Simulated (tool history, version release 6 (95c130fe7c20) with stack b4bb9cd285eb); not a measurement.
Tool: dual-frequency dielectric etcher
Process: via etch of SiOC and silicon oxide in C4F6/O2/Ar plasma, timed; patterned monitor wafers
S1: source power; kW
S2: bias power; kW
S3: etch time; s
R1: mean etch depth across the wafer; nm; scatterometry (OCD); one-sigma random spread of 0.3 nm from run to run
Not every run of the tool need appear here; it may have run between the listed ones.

run  hour     S1     S2    S3      R1
  1   0.0  0.410  0.232  52.5  63.525
  2   2.3  0.390  0.227  52.5  61.876
  3   5.3  0.390  0.227  52.5  62.080
  4   7.6  0.370  0.222  52.5  61.017
  5  10.1  0.340  0.222  52.5  58.975
  6  18.1  0.330  0.219  52.5  58.570
  7  23.7  0.320  0.216  52.5  57.131
  8  27.3  0.320  0.216  52.5  56.960

Forecast run 9:
  9  30.7  0.320  0.216  52.5   ?

Run 9 came out at R1 57.079 nm.
